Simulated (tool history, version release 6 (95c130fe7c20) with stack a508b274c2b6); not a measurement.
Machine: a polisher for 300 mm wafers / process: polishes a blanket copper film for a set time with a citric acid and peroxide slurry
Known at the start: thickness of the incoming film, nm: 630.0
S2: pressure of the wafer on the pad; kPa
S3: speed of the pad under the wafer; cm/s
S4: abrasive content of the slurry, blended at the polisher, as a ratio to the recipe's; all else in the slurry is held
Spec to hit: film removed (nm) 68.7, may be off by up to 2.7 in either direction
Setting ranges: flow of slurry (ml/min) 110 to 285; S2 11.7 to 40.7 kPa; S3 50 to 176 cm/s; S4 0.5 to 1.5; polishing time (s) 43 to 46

Run 1, hour 0: flow of slurry (ml/min) 180, S2 26.2 kPa, S3 112 cm/s, S4 1, polishing time (s) 43. Result: film removed (nm) 144.64.
Run 2, hour 5.3: flow of slurry (ml/min) 180, S2 23.4 kPa, S3 108 cm/s, S4 1, polishing time (s) 43. Result: film removed (nm) 126.03.
Run 3, hour 13: flow of slurry (ml/min) 180, S2 23.4 kPa, S3 108 cm/s, S4 1, polishing time (s) 46. Result: film removed (nm) 134.48.
Run 4, hour 16.8: flow of slurry (ml/min) 180, S2 23.4 kPa, S3 82 cm/s, S4 1, polishing time (s) 46. Result: film removed (nm) 101.83.
Run 5, hour 19.6: flow of slurry (ml/min) 180, S2 21.4 kPa, S3 82 cm/s, S4 1, polishing time (s) 46. Result: film removed (nm) 93.232.
Run 6, hour 23.7: flow of slurry (ml/min) 180, S2 21.4 kPa, S3 104 cm/s, S4 1, polishing time (s) 46. Result: film removed (nm) 120.55.
Run 7, hour 26.3: flow of slurry (ml/min) 180, S2 19.3 kPa, S3 100 cm/s, S4 1, polishing time (s) 46. Result: film removed (nm) 103.37.
Run 8, hour 34.2: flow of slurry (ml/min) 180, S2 17.9 kPa, S3 98 cm/s, S4 1, polishing time (s) 46. Result: film removed (nm) 94.669.
Run 9, hour 38.1: flow of slurry (ml/min) 180, S2 16.5 kPa, S3 98 cm/s, S4 1, polishing time (s) 46. Result: film removed (nm) 88.408.
Run 10, hour 45.5: flow of slurry (ml/min) 180, S2 15.9 kPa, S3 98 cm/s, S4 1, polishing time (s) 46. Result: film removed (nm) 84.752.
Run 11, hour 48.4: flow of slurry (ml/min) 180, S2 15.2 kPa, S3 98 cm/s, S4 1, polishing time (s) 46. Result: film removed (nm) 78.588.
Run 12, hour 51.3: flow of slurry (ml/min) 180, S2 14.5 kPa, S3 98 cm/s, S4 1, polishing time (s) 46. Result: film removed (nm) 77.822.
Run 13, hour 56.6: flow of slurry (ml/min) 180, S2 13.8 kPa, S3 98 cm/s, S4 1, polishing time (s) 46. Result: film removed (nm) 72.107.

Consider the 5 candidate settings below. Which is the only one whose results all fall within their allowed miss of target?
Run A, hour 61.9: flow of slurry (ml/min) 170, S2 14.5 kPa, S3 104 cm/s, S4 1.05, polishing time (s) 46. Result: film removed (nm) ?.
Run B, hour 61.9: flow of slurry (ml/min) 185, S2 16.5 kPa, S3 90 cm/s, S4 0.9, polishing time (s) 43. Result: film removed (nm) ?.
Run C, hour 61.9: flow of slurry (ml/min) 115, S2 13.1 kPa, S3 108 cm/s, S4 1.05, polishing time (s) 45. Result: film removed (nm) ?.
Run D, hour 61.9: flow of slurry (ml/min) 180, S2 13.8 kPa, S3 110 cm/s, S4 0.9, polishing time (s) 44. Result: film removed (nm) ?.
Run E, hour 61.9: flow of slurry (ml/min) 190, S2 13.1 kPa, S3 106 cm/s, S4 1, polishing time (s) 45. Result: film removed (nm) ?.

move  film removed (nm)
   A             79.804
   B             73.056
   C             67.935
   D             75.859
   E             73.066
A: further off than the last run
B: further off than the last run
C: all results in spec
D: further off than the last run
E: further off than the last run
Go with C: it meets all targets.

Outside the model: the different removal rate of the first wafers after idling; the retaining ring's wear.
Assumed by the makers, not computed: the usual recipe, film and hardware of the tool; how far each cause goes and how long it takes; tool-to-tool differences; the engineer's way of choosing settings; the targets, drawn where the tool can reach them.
